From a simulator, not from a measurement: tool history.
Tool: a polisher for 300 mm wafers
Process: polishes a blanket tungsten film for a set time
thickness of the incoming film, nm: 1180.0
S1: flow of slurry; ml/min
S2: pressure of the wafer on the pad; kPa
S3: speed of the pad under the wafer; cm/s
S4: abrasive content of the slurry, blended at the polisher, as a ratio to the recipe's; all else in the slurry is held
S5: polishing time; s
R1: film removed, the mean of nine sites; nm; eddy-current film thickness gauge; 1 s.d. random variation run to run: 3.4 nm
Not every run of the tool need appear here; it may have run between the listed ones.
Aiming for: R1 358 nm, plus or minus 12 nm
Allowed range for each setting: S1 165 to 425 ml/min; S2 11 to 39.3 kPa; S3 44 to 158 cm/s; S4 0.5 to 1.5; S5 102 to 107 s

run 1 hour=0 | S1=275 S2=24.8 S3=100 S4=1 S5=102 | R1=475.61
run 2 hour=4.1 | S1=275 S2=26.9 S3=100 S4=1 S5=102 | R1=518.34
run 3 hour=8.1 | S1=275 S2=31.7 S3=100 S4=1 S5=102 | R1=616.58
run 4 hour=15.4 | S1=275 S2=31.7 S3=100 S4=1 S5=107 | R1=627.23
run 5 hour=19.1 | S1=275 S2=29.6 S3=100 S4=1 S5=107 | R1=589.07
run 6 hour=28.2 | S1=275 S2=28.3 S3=100 S4=1 S5=107 | R1=567.33
run 7 hour=34.4 | S1=275 S2=26.9 S3=100 S4=1 S5=107 | R1=540.59
run 8 hour=37.2 | S1=275 S2=25.5 S3=100 S4=1 S5=107 | R1=526.37
run 9 hour=43.6 | S1=275 S2=24.1 S3=100 S4=1 S5=107 | R1=485.76
run 10 hour=50 | S1=275 S2=23.4 S3=100 S4=1 S5=107 | R1=473.52
run 11 hour=54.8 | S1=275 S2=16.5 S3=98 S4=1 S5=107 | R1=339.09

Exercise: of the 5 proposed moves below, exactly one satisfies all targets within the stated allowed misses. Which move is it?
run A hour=59.6 | S1=275 S2=17.9 S3=92 S4=0.9 S5=107 | R1=?
run B hour=59.6 | S1=250 S2=17.9 S3=98 S4=0.95 S5=107 | R1=?
run C hour=59.6 | S1=275 S2=14.5 S3=112 S4=1.05 S5=103 | R1=?
run D hour=59.6 | S1=235 S2=14.5 S3=112 S4=1 S5=107 | R1=?
run E hour=59.6 | S1=250 S2=20.7 S3=102 S4=0.9 S5=103 | R1=?

move=A R1=329.49
move=B R1=349.53
move=C R1=318.53
move=D R1=320.64
move=E R1=391.08
A: moves away from the targets compared with the last run
B: in spec on every target
C: moves away from the targets compared with the last run
D: moves away from the targets compared with the last run
E: moves the result that the last run missed by most past its target, out the other side
B meets every target.

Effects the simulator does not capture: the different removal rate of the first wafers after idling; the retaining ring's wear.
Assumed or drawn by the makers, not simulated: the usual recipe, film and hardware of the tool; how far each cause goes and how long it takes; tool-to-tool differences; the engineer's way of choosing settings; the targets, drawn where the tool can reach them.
